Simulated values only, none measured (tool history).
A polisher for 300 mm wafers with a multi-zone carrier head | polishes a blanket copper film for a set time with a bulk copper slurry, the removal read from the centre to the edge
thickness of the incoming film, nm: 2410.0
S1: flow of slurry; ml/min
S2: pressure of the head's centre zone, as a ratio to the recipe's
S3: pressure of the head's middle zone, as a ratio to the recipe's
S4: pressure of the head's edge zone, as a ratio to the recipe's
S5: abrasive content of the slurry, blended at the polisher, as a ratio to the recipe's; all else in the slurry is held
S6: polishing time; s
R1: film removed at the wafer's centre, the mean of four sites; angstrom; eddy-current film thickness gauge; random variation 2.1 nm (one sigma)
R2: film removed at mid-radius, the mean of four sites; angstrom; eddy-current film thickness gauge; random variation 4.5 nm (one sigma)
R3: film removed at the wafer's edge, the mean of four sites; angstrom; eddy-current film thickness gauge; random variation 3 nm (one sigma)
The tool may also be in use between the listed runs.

| run | day | S1 | S2 | S3 | S4 | S5 | S6 | R1 | R2 | R3 |
|---|---|---|---|---|---|---|---|---|---|---|
| 1 | 0.000 | 285 | 1.00 | 1.00 | 1.00 | 1.00 | 50 | 3237.7 | 3187.9 | 3252.4 |
| 2 | 0.129 | 285 | 0.99 | 1.01 | 1.03 | 1.00 | 50 | 3262.7 | 3184.5 | 3278.5 |
| 3 | 0.167 | 280 | 0.96 | 1.01 | 1.04 | 1.05 | 50 | 3157.6 | 3240.9 | 3307.2 |
| 4 | 0.292 | 280 | 0.94 | 1.01 | 1.06 | 1.10 | 50 | 3121.5 | 3282.0 | 3351.0 |
| 5 | 0.412 | 280 | 0.93 | 1.01 | 1.08 | 1.15 | 50 | 3139.0 | 3297.9 | 3400.1 |
| 6 | 0.521 | 280 | 0.92 | 1.01 | 1.09 | 1.20 | 50 | 3142.3 | 3331.2 | 3498.7 |
| 7 | 0.762 | 280 | 0.91 | 1.01 | 1.10 | 1.20 | 50 | 3120.6 | 3394.2 | 3482.9 |
|  | 0.883 | worn pad replaced by a new one |
| 8 | 0.883 | 280 | 0.90 | 1.00 | 1.11 | 1.20 | 50 | 3284.2 | 3561.9 | 3714.2 |

Run 9 comes next. What will it give?
| 9 | 0.917 | 265 | 0.89 | 1.00 | 1.11 | 1.20 | 50 | ? | ? | ? |

{"run 9": {"R1": 3220.1, "R2": 3506.6, "R3": 3665.8}}

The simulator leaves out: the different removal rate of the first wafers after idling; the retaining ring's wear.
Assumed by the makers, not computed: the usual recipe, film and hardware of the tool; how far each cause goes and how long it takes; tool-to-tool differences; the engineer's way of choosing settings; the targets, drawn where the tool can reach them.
